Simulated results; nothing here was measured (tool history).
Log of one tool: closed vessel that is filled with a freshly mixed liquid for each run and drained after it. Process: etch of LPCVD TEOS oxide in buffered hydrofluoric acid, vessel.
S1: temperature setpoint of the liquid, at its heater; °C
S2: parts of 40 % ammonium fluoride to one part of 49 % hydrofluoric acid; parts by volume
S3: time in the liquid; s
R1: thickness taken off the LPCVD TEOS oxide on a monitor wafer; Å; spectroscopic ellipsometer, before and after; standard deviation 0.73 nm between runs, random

Run 1, hour 0.0: S1 23.0 °C, S2 15.5 parts by volume, S3 90 s. Result: R1 2213.0 Å.
Run 2, hour 2.6: S1 21.5 °C, S2 17.0 parts by volume, S3 90 s. Result: R1 1836.1 Å.
Run 3, hour 8.1: S1 21.5 °C, S2 17.0 parts by volume, S3 90 s. Result: R1 1846.1 Å.
Run 4, hour 12.6: S1 21.5 °C, S2 17.0 parts by volume, S3 95 s. Result: R1 1960.4 Å.
Run 5, hour 13.5: S1 20.5 °C, S2 18.0 parts by volume, S3 95 s. Result: R1 1742.2 Å.
Run 6, hour 16.6: S1 20.5 °C, S2 14.5 parts by volume, S3 95 s. Result: R1 2161.1 Å.
Run 7, hour 17.1: S1 17.0 °C, S2 19.5 parts by volume, S3 95 s. Result: R1 1315.1 Å.
Run 8, hour 18.3: S1 17.0 °C, S2 20.0 parts by volume, S3 95 s. Result: R1 1269.3 Å.

What will run 9 give?
Run 9, hour 25.1: S1 17.0 °C, S2 20.0 parts by volume, S3 95 s. Result: R1 ?.

{"run 9": {"R1": 1304.6}}
